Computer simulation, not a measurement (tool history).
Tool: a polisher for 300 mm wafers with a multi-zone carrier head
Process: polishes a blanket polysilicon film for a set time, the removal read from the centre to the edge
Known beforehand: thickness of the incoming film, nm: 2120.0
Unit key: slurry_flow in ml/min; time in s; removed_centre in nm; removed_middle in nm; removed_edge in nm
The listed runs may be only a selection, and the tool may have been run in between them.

Run 1, hour 0: slurry_flow 215 ml/min, centre_zone 1, middle_zone 1, edge_zone 1, time 35 s. Result: removed_centre 176.32 nm, removed_middle 176.79 nm, removed_edge 178.94 nm.
Run 2, hour 8.9: slurry_flow 200 ml/min, centre_zone 0.97, middle_zone 1.02, edge_zone 0.97, time 35 s. Result: removed_centre 169.79 nm, removed_middle 182.34 nm, removed_edge 174.68 nm.
Run 3, hour 12.6: slurry_flow 200 ml/min, centre_zone 0.97, middle_zone 1.02, edge_zone 1.02, time 35 s. Result: removed_centre 169.52 nm, removed_middle 177.06 nm, removed_edge 180.78 nm.
Run 4, hour 16.7: slurry_flow 200 ml/min, centre_zone 0.97, middle_zone 1.02, edge_zone 1.02, time 26 s. Result: removed_centre 126.13 nm, removed_middle 132.12 nm, removed_edge 135.2 nm.
Run 5, hour 18.6: slurry_flow 220 ml/min, centre_zone 0.97, middle_zone 1.07, edge_zone 1.04, time 27 s. Result: removed_centre 132.36 nm, removed_middle 146.05 nm, removed_edge 143.51 nm.
Run 6, hour 19.5: slurry_flow 220 ml/min, centre_zone 0.97, middle_zone 1.14, edge_zone 1.04, time 27 s. Result: removed_centre 131.93 nm, removed_middle 155.47 nm, removed_edge 143.01 nm.
Run 7, hour 27: slurry_flow 240 ml/min, centre_zone 0.98, middle_zone 1.16, edge_zone 1.06, time 28 s. Result: removed_centre 142.47 nm, removed_middle 165.76 nm, removed_edge 151.74 nm.

Forecast run 8:
Run 8, hour 34.6: slurry_flow 255 ml/min, centre_zone 0.98, middle_zone 1.17, edge_zone 1.07, time 28 s. Result: removed_centre ?, removed_middle ?, removed_edge ?.

removed_centre: 143.66 nm
removed_middle: 167.52 nm
removed_edge: 149.31 nm
